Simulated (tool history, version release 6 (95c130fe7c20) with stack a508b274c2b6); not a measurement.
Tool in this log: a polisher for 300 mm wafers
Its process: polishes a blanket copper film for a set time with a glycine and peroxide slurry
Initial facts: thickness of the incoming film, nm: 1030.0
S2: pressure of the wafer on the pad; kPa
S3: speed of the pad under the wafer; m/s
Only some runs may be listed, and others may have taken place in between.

{"run": 1, "hour": 0.0, "flow of slurry (ml/min)": 315, "S2": 13.8, "S3": 1.08, "polishing time (s)": 96, "film removed (Å)": 3657.7}
{"run": 2, "hour": 4.9, "flow of slurry (ml/min)": 315, "S2": 11, "S3": 1.08, "polishing time (s)": 96, "film removed (Å)": 3099.3}
{"run": 3, "hour": 10.4, "flow of slurry (ml/min)": 315, "S2": 14.5, "S3": 1.08, "polishing time (s)": 96, "film removed (Å)": 3786.5}
{"run": 4, "hour": 15.1, "flow of slurry (ml/min)": 315, "S2": 12.4, "S3": 1.08, "polishing time (s)": 96, "film removed (Å)": 3352.1}
{"run": 5, "hour": 23.4, "flow of slurry (ml/min)": 315, "S2": 12.4, "S3": 0.94, "polishing time (s)": 96, "film removed (Å)": 3064.9}
{"run": 6, "hour": 31.6, "flow of slurry (ml/min)": 315, "S2": 12.4, "S3": 1.1, "polishing time (s)": 96, "film removed (Å)": 3405.4}
{"run": 7, "hour": 38.3, "flow of slurry (ml/min)": 315, "S2": 11, "S3": 1.1, "polishing time (s)": 96, "film removed (Å)": 3099.4}

Run 8 comes next. What will it give?
{"run": 8, "hour": 44.3, "flow of slurry (ml/min)": 315, "S2": 10.3, "S3": 1.1, "polishing time (s)": 96, "film removed (Å)": "?"}

Run 8 yielded film removed (Å) 2962.7.
